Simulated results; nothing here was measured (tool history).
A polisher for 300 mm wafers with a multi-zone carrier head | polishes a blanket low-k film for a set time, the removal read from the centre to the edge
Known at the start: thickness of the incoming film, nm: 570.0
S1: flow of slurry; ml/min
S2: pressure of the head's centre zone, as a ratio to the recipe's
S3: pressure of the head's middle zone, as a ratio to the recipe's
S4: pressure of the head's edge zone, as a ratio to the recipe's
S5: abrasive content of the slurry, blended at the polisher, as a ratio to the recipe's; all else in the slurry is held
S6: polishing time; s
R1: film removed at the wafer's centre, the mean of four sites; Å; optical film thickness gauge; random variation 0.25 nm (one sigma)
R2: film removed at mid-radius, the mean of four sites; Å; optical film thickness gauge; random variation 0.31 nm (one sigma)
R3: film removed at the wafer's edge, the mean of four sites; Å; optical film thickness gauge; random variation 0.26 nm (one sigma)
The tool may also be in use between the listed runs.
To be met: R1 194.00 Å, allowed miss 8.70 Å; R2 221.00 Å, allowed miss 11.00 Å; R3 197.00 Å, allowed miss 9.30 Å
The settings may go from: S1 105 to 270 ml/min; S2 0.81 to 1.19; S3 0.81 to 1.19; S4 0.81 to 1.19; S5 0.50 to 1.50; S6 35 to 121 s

Run 1, hour 0.0: S1 175 ml/min, S2 1.00, S3 1.00, S4 1.00, S5 1.00, S6 78 s. Result: R1 408.07 Å, R2 416.41 Å, R3 408.81 Å.
Run 2, hour 8.4: S1 205 ml/min, S2 1.00, S3 1.00, S4 1.00, S5 1.00, S6 78 s. Result: R1 431.38 Å, R2 420.82 Å, R3 424.16 Å.
Run 3, hour 9.5: S1 195 ml/min, S2 0.99, S3 1.00, S4 0.98, S5 0.90, S6 73 s. Result: R1 363.81 Å, R2 376.60 Å, R3 363.05 Å.
Run 4, hour 11.6: S1 190 ml/min, S2 0.98, S3 0.99, S4 0.96, S5 0.85, S6 70 s. Result: R1 332.54 Å, R2 325.10 Å, R3 337.88 Å.
Run 5, hour 18.8: S1 190 ml/min, S2 0.94, S3 0.99, S4 0.96, S5 0.85, S6 70 s. Result: R1 316.88 Å, R2 344.48 Å, R3 333.27 Å.
Run 6, hour 27.4: S1 190 ml/min, S2 0.94, S3 1.02, S4 0.96, S5 0.85, S6 70 s. Result: R1 321.57 Å, R2 351.20 Å, R3 336.42 Å.
Run 7, hour 28.5: S1 185 ml/min, S2 0.94, S3 1.03, S4 0.94, S5 0.80, S6 67 s. Result: R1 290.27 Å, R2 309.92 Å, R3 308.31 Å.
Run 8, hour 30.4: S1 200 ml/min, S2 0.93, S3 1.06, S4 0.92, S5 0.75, S6 64 s. Result: R1 268.18 Å, R2 304.06 Å, R3 276.73 Å.
Run 9, hour 35.2: S1 200 ml/min, S2 0.93, S3 1.06, S4 0.91, S5 0.70, S6 63 s. Result: R1 256.08 Å, R2 289.50 Å, R3 264.48 Å.
Run 10, hour 39.5: S1 200 ml/min, S2 0.93, S3 1.06, S4 0.90, S5 0.65, S6 62 s. Result: R1 232.61 Å, R2 267.90 Å, R3 240.09 Å.
Run 11, hour 48.3: S1 200 ml/min, S2 0.93, S3 1.06, S4 0.89, S5 0.65, S6 62 s. Result: R1 235.37 Å, R2 266.50 Å, R3 242.34 Å.
Run 12, hour 53.6: S1 200 ml/min, S2 0.93, S3 1.06, S4 0.88, S5 0.65, S6 62 s. Result: R1 243.61 Å, R2 267.29 Å, R3 240.21 Å.
Run 13, hour 56.2: S1 200 ml/min, S2 0.92, S3 1.06, S4 0.87, S5 0.65, S6 61 s. Result: R1 238.66 Å, R2 263.96 Å, R3 239.45 Å.
Run 14, hour 62.0: S1 175 ml/min, S2 0.90, S3 1.07, S4 0.82, S5 0.50, S6 52 s. Result: R1 153.52 Å, R2 179.99 Å, R3 153.12 Å.
Run 15, hour 70.9: S1 225 ml/min, S2 0.89, S3 1.06, S4 0.88, S5 0.50, S6 51 s. Result: R1 152.60 Å, R2 185.39 Å, R3 162.59 Å.
Run 16, hour 73.6: S1 225 ml/min, S2 0.91, S3 1.07, S4 0.90, S5 0.50, S6 51 s. Result: R1 159.42 Å, R2 180.36 Å, R3 161.66 Å.

Which of these 4 next moves meets every target?
Run A, hour 76.3: S1 255 ml/min, S2 0.95, S3 1.10, S4 0.97, S5 0.80, S6 42 s. Result: R1 ?, R2 ?, R3 ?.
Run B, hour 76.3: S1 235 ml/min, S2 0.96, S3 0.95, S4 1.01, S5 0.65, S6 52 s. Result: R1 ?, R2 ?, R3 ?.
Run C, hour 76.3: S1 235 ml/min, S2 0.88, S3 1.18, S4 0.81, S5 0.55, S6 58 s. Result: R1 ?, R2 ?, R3 ?.
Run D, hour 76.3: S1 220 ml/min, S2 0.92, S3 1.19, S4 0.89, S5 0.65, S6 50 s. Result: R1 ?, R2 ?, R3 ?.

move      R1      R2      R3
   A  192.03  218.13  198.67
   B  207.33  206.25  217.49
   C  187.28  244.40  194.62
   D  189.48  238.31  196.17
A: meets every target
B: takes the result that was furthest off past its target
C: brings the result that was furthest off to its target, and leaves another outside
D: brings the result that was furthest off to its target, and leaves another outside
Answer: A
